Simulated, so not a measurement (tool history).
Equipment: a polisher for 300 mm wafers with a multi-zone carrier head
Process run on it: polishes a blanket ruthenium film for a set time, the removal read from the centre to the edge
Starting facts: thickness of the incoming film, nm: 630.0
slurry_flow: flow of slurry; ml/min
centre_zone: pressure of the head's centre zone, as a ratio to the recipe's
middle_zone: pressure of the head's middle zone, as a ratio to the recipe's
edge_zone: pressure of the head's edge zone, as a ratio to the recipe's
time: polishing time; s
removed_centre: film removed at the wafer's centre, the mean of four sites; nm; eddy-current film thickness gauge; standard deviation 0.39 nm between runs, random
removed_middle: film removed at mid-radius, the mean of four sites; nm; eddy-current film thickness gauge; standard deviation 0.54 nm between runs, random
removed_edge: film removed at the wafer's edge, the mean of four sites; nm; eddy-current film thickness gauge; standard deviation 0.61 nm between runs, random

{"run": 1, "hour": 0.0, "slurry_flow": 200, "centre_zone": 1, "middle_zone": 1, "edge_zone": 1, "time": 75, "removed_centre": 97.175, "removed_middle": 100.4, "removed_edge": 95.428}
{"run": 2, "hour": 9.0, "slurry_flow": 195, "centre_zone": 1, "middle_zone": 0.97, "edge_zone": 0.98, "time": 67, "removed_centre": 86.663, "removed_middle": 87.325, "removed_edge": 85.523}
{"run": 3, "hour": 17.5, "slurry_flow": 190, "centre_zone": 1, "middle_zone": 0.95, "edge_zone": 0.96, "time": 61, "removed_centre": 78.631, "removed_middle": 77.959, "removed_edge": 77.839}
{"run": 4, "hour": 19.9, "slurry_flow": 190, "centre_zone": 1, "middle_zone": 1.03, "edge_zone": 0.96, "time": 61, "removed_centre": 77.63, "removed_middle": 82.762, "removed_edge": 78.156}
{"run": 5, "hour": 20.9, "slurry_flow": 190, "centre_zone": 1, "middle_zone": 1, "edge_zone": 0.94, "time": 56, "removed_centre": 71.517, "removed_middle": 74.918, "removed_edge": 71.346}
{"run": 6, "hour": 25.2, "slurry_flow": 185, "centre_zone": 1, "middle_zone": 0.97, "edge_zone": 0.92, "time": 53, "removed_centre": 68.505, "removed_middle": 68.44, "removed_edge": 65.872}
{"run": 7, "hour": 32.1, "slurry_flow": 135, "centre_zone": 0.91, "middle_zone": 0.87, "edge_zone": 0.87, "time": 43, "removed_centre": 48.033, "removed_middle": 48.451, "removed_edge": 50.708}

Estimate the outcome of run 8 from the log above:
{"run": 8, "hour": 36.1, "slurry_flow": 145, "centre_zone": 0.92, "middle_zone": 0.86, "edge_zone": 0.87, "time": 43, "removed_centre": "?", "removed_middle": "?", "removed_edge": "?"}

{"run 8": {"removed_centre": 49.571, "removed_middle": 48.435, "removed_edge": 50.503}}

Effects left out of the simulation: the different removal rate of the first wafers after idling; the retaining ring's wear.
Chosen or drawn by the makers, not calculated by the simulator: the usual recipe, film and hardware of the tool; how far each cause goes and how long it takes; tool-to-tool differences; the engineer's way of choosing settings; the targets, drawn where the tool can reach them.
